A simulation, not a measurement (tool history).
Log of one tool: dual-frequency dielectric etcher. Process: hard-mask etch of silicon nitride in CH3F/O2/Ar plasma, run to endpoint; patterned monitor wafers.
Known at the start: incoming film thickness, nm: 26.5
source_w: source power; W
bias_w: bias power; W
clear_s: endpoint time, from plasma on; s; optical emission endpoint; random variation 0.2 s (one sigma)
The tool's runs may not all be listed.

run,hour,source_w,bias_w,clear_s
1,0.0,500,57,39.505
2,4.9,440,51,43.857
3,9.7,440,59,40.733
4,16.4,440,68,38.101
5,16.9,400,61,41.421
6,23.5,480,61,38.816
7,28.9,430,56,41.921

Run 8 comes next. What will it give?
8,37.7,330,45,?

{"run 8": {"clear_s": 52.295}}

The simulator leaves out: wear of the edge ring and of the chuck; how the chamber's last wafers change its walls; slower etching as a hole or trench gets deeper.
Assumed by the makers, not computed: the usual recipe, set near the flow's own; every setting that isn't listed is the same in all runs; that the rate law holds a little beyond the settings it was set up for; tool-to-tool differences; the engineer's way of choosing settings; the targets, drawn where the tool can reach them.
